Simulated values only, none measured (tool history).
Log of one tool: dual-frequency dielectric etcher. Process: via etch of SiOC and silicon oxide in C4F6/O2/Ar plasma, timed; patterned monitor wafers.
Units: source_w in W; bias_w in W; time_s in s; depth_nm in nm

run,hour,source_w,bias_w,time_s,depth_nm
1,0,380,197,92,102.64
2,7.6,360,195,92,98.299
3,15.1,360,195,96,101.96
4,20.9,300,195,96,91.967
5,25.9,360,195,96,101.42
6,31.7,350,194,96,100.43
7,35.9,350,194,96,99.698

What will run 8 give?
8,38,340,194,96,?

{"run 8": {"depth_nm": 98.694}}

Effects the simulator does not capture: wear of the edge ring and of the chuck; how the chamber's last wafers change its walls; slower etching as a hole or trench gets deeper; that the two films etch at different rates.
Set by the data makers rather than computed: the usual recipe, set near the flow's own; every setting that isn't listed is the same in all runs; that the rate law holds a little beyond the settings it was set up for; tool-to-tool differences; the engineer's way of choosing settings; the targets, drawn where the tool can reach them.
